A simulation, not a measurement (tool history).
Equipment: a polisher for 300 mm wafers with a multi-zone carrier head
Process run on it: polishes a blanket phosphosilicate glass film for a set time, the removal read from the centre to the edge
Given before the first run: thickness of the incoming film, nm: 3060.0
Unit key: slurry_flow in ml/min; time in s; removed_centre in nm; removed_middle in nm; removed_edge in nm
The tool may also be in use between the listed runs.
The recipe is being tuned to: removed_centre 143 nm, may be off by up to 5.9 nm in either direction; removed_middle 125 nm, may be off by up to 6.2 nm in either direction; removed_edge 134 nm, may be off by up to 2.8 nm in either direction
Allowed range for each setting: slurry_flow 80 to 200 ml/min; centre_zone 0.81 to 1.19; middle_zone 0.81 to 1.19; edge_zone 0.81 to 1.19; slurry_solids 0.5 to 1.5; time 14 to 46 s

run,hour,slurry_flow,centre_zone,middle_zone,edge_zone,slurry_solids,time,removed_centre,removed_middle,removed_edge
1,0,130,1,1,1,1,30,267.47,277.81,256.43
2,2,125,1,0.97,0.99,0.9,28,241.89,236.84,226.97
3,9,125,1,0.97,0.99,0.75,28,220.9,220.57,213.05
4,11,125,1,1.03,0.99,0.75,28,222.98,233.91,214.47
5,13.8,125,1,1.03,0.99,0.85,28,233.16,246.81,223.87
6,15.7,120,0.99,1,0.97,0.8,27,215.46,222.68,208.64
7,22.5,95,1,0.9,0.87,0.55,19,124.98,116.23,115.28
8,25.9,105,1,0.89,0.89,0.55,19,126.97,121.56,118.35
9,28.1,105,1,0.89,0.89,0.55,19,129.04,120.66,119.74

5 next moves are on the table. One of them brings every result within its allowed miss. Which?
A,30.3,105,0.93,0.95,0.86,0.5,19,?,?,?
B,30.3,120,0.93,1.05,0.83,0.6,16,?,?,?
C,30.3,135,0.89,0.92,0.93,0.55,19,?,?,?
D,30.3,85,1.03,0.84,0.92,0.5,23,?,?,?
E,30.3,130,0.92,1.01,0.81,0.5,18,?,?,?

move,removed_centre,removed_middle,removed_edge
A,114.14,119.93,114.61
B,107.34,120.85,104.07
C,122.03,129.66,128.88
D,140.37,123.1,136.35
E,114.4,126.12,110.05
A: moves away from the targets compared with the last run
B: moves away from the targets compared with the last run
C: an improvement on the last run, though not all results are within tolerance
D: every result within its allowed miss
E: moves away from the targets compared with the last run
Move D is the one to make.
